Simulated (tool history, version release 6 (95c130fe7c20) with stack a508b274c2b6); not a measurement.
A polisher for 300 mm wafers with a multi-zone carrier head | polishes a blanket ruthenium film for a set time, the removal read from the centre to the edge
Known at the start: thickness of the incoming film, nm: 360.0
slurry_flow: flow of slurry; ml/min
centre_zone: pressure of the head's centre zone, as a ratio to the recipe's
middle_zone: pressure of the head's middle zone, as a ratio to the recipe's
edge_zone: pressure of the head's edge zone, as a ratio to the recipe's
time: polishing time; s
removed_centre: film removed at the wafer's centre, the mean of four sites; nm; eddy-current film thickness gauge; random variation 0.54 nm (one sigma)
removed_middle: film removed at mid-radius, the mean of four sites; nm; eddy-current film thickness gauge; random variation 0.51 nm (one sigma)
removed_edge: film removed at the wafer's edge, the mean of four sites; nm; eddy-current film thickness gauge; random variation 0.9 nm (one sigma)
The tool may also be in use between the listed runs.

run  hour  slurry_flow  centre_zone  middle_zone  edge_zone  time  removed_centre  removed_middle  removed_edge
  1   0.0          155         1.00         1.00       1.00    59          57.945          59.755        55.608
  2   1.1          165         0.99         0.99       1.04    60          60.025          62.079        58.641
  3   9.7          150         0.99         0.99       1.04    60          58.279          61.119        58.546
  4  17.1          150         0.99         0.99       0.96    60          58.584          59.955        58.173
  5  22.4          155         0.97         0.97       0.96    62          59.847          62.400        58.588
  6  30.6          125         0.97         0.97       0.96    62          56.278          59.953        58.203
  7  31.9          125         0.97         0.95       1.00    64          58.744          61.139        60.074
  8  33.7          120         0.97         0.93       1.04    66          60.044          60.980        62.946
  9  36.2          125         0.97         0.93       1.06    67          60.858          61.575        65.010
 10  41.2          130         0.97         0.93       1.07    67          61.057          62.983        65.965

Run 11 comes next. What will it give?
 11  44.6          135         0.97         0.93       1.08    67               ?               ?             ?

Run 11 gave removed_centre 62.364 nm, removed_middle 63.757 nm, removed_edge 66.331 nm.
